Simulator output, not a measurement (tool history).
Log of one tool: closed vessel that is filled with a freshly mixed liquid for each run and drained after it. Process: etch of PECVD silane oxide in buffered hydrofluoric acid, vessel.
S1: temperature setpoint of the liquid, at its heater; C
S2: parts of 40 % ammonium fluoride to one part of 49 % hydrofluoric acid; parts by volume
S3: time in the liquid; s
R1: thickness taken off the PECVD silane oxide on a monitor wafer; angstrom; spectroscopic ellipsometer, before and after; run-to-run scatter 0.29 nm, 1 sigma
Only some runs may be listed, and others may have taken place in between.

run	day	S1	S2	S3	R1
1	0.000	20.0	19.5	95	1004.40
2	0.262	20.0	19.5	105	1119.80
3	0.467	19.5	21.0	105	1018.20
4	0.554	19.0	22.0	105	960.55
5	0.688	19.0	26.0	105	857.91
6	0.833	18.5	27.0	105	808.27

Run 7 is up next; what results do you expect?
7	1.079	18.0	27.5	105	?

R1: 774.52 angstrom
